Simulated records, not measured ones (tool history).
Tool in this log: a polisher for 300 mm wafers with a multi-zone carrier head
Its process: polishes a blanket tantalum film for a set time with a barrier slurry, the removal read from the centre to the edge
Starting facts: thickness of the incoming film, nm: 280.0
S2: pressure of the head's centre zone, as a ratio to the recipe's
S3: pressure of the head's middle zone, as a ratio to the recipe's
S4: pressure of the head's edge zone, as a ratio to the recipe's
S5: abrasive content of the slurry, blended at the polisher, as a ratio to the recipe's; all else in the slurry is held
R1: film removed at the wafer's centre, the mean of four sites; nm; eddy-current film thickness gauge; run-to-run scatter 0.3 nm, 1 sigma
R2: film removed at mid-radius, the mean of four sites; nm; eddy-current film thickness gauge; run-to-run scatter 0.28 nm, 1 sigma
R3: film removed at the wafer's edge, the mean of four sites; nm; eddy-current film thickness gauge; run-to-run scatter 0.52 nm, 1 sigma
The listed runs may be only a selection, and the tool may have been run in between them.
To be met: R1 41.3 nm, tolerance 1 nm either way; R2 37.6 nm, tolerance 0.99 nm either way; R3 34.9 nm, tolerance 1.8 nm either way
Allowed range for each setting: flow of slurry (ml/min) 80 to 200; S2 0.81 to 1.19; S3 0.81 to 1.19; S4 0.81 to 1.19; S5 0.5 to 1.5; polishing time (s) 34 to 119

Run 1, hour 0: flow of slurry (ml/min) 130, S2 1, S3 1, S4 1, S5 1, polishing time (s) 76. Result: R1 68.609 nm, R2 67.01 nm, R3 66.88 nm.
Run 2, hour 7.7: flow of slurry (ml/min) 130, S2 1, S3 1, S4 0.95, S5 1, polishing time (s) 76. Result: R1 68.938 nm, R2 67.077 nm, R3 65.587 nm.
Run 3, hour 11: flow of slurry (ml/min) 130, S2 1, S3 0.96, S4 0.95, S5 1, polishing time (s) 76. Result: R1 67.272 nm, R2 65.424 nm, R3 66.642 nm.
Run 4, hour 19.7: flow of slurry (ml/min) 130, S2 1.01, S3 0.97, S4 0.93, S5 0.9, polishing time (s) 70. Result: R1 61.018 nm, R2 57.21 nm, R3 58.757 nm.
Run 5, hour 28.5: flow of slurry (ml/min) 130, S2 1.01, S3 0.97, S4 1.01, S5 0.9, polishing time (s) 70. Result: R1 61.099 nm, R2 57.774 nm, R3 60.407 nm.
Run 6, hour 30.9: flow of slurry (ml/min) 130, S2 0.96, S3 0.97, S4 1.01, S5 0.9, polishing time (s) 70. Result: R1 57.753 nm, R2 57.67 nm, R3 58.33 nm.
Run 7, hour 31.4: flow of slurry (ml/min) 135, S2 0.97, S3 0.98, S4 0.97, S5 0.85, polishing time (s) 65. Result: R1 53.096 nm, R2 52.566 nm, R3 53.691 nm.
Run 8, hour 32.2: flow of slurry (ml/min) 130, S2 0.99, S3 1.01, S4 0.94, S5 0.8, polishing time (s) 62. Result: R1 49.587 nm, R2 50.106 nm, R3 47.979 nm.

Exercise: of the 5 proposed moves below, exactly one satisfies all targets within the stated allowed misses. Which move is it?
Run A, hour 33: flow of slurry (ml/min) 115, S2 0.85, S3 1.06, S4 0.86, S5 0.8, polishing time (s) 54. Result: R1 ?, R2 ?, R3 ?.
Run B, hour 33: flow of slurry (ml/min) 135, S2 1.19, S3 1.19, S4 0.82, S5 0.75, polishing time (s) 44. Result: R1 ?, R2 ?, R3 ?.
Run C, hour 33: flow of slurry (ml/min) 130, S2 1.08, S3 0.94, S4 0.99, S5 0.95, polishing time (s) 46. Result: R1 ?, R2 ?, R3 ?.
Run D, hour 33: flow of slurry (ml/min) 80, S2 1.12, S3 1.04, S4 0.85, S5 0.8, polishing time (s) 49. Result: R1 ?, R2 ?, R3 ?.
Run E, hour 33: flow of slurry (ml/min) 170, S2 1.14, S3 1.03, S4 0.89, S5 0.7, polishing time (s) 48. Result: R1 ?, R2 ?, R3 ?.

move      R1      R2      R3
   A  36.956  44.544  40.054
   B  42.013  39.613  31.351
   C  44.186  37.686  39.938
   D  41.453  37.496  34.771
   E  43.682   37.89  34.954
A: closes in on the targets versus the last run, not all within tolerance yet
B: closes in on the targets versus the last run, not all within tolerance yet
C: meets the target for the result that was furthest off, but another lies outside its allowed miss
D: every result within its allowed miss
E: meets the target for the result that was furthest off, but another lies outside its allowed miss
Answer: D
